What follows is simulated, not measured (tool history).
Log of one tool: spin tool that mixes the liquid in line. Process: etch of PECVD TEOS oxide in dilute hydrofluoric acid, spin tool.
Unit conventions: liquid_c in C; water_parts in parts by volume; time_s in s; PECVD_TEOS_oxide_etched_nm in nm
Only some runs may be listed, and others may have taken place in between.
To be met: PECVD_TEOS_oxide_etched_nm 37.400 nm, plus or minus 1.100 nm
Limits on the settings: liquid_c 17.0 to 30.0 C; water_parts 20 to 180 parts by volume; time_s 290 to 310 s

{"run": 1, "hour": 0.0, "liquid_c": 22.0, "water_parts": 100, "time_s": 290, "PECVD_TEOS_oxide_etched_nm": 57.134}
{"run": 2, "hour": 0.8, "liquid_c": 22.0, "water_parts": 100, "time_s": 310, "PECVD_TEOS_oxide_etched_nm": 60.761}
{"run": 3, "hour": 3.3, "liquid_c": 20.5, "water_parts": 110, "time_s": 310, "PECVD_TEOS_oxide_etched_nm": 51.048}
{"run": 4, "hour": 4.2, "liquid_c": 19.5, "water_parts": 115, "time_s": 310, "PECVD_TEOS_oxide_etched_nm": 45.899}
{"run": 5, "hour": 12.1, "liquid_c": 19.0, "water_parts": 115, "time_s": 310, "PECVD_TEOS_oxide_etched_nm": 46.117}
{"run": 6, "hour": 19.6, "liquid_c": 18.5, "water_parts": 120, "time_s": 310, "PECVD_TEOS_oxide_etched_nm": 42.512}
{"run": 7, "hour": 26.2, "liquid_c": 18.0, "water_parts": 120, "time_s": 310, "PECVD_TEOS_oxide_etched_nm": 41.938}
{"run": 8, "hour": 33.3, "liquid_c": 17.5, "water_parts": 120, "time_s": 310, "PECVD_TEOS_oxide_etched_nm": 41.079}

Consider the 5 candidate settings below. Which is the only one whose results all fall within their allowed miss of target?
{"run": "A", "hour": 40.4, "liquid_c": 17.0, "water_parts": 125, "time_s": 305, "PECVD_TEOS_oxide_etched_nm": "?"}
{"run": "B", "hour": 40.4, "liquid_c": 18.0, "water_parts": 135, "time_s": 295, "PECVD_TEOS_oxide_etched_nm": "?"}
{"run": "C", "hour": 40.4, "liquid_c": 17.5, "water_parts": 110, "time_s": 305, "PECVD_TEOS_oxide_etched_nm": "?"}
{"run": "D", "hour": 40.4, "liquid_c": 20.0, "water_parts": 145, "time_s": 295, "PECVD_TEOS_oxide_etched_nm": "?"}
{"run": "E", "hour": 40.4, "liquid_c": 17.0, "water_parts": 100, "time_s": 300, "PECVD_TEOS_oxide_etched_nm": "?"}

move=A PECVD_TEOS_oxide_etched_nm=37.844
move=B PECVD_TEOS_oxide_etched_nm=34.965
move=C PECVD_TEOS_oxide_etched_nm=44.586
move=D PECVD_TEOS_oxide_etched_nm=34.934
move=E PECVD_TEOS_oxide_etched_nm=47.732
A: every result lands within tolerance
B: carries the result that was furthest off beyond its target, to the other side
C: the biggest miss grows against the last run
D: carries the result that was furthest off beyond its target, to the other side
E: the biggest miss grows against the last run
Go with A: it meets all targets.
